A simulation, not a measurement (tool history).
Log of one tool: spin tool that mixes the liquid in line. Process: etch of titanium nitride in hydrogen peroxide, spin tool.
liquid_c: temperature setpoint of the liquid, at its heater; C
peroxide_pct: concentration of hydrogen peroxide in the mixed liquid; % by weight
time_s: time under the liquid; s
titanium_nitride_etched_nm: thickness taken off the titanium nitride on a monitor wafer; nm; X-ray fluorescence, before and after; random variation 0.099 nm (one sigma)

run,day,liquid_c,peroxide_pct,time_s,titanium_nitride_etched_nm
1,0.000,46.0,16.0,295,6.5865
2,0.146,48.0,16.0,295,7.7390
3,0.258,50.5,16.0,295,9.2966
4,0.392,50.5,18.5,295,9.5515
5,0.746,51.5,18.5,295,10.2320
6,0.942,51.5,16.5,295,10.0100
7,1.096,52.5,16.5,295,10.8950
8,1.383,53.0,16.5,295,11.1650
9,1.658,53.5,16.5,295,11.5630
10,1.871,54.0,16.5,295,11.9660

Run 11 comes next. What will it give?
11,1.900,54.5,16.5,295,?

{"run 11": {"titanium_nitride_etched_nm": 12.327}}

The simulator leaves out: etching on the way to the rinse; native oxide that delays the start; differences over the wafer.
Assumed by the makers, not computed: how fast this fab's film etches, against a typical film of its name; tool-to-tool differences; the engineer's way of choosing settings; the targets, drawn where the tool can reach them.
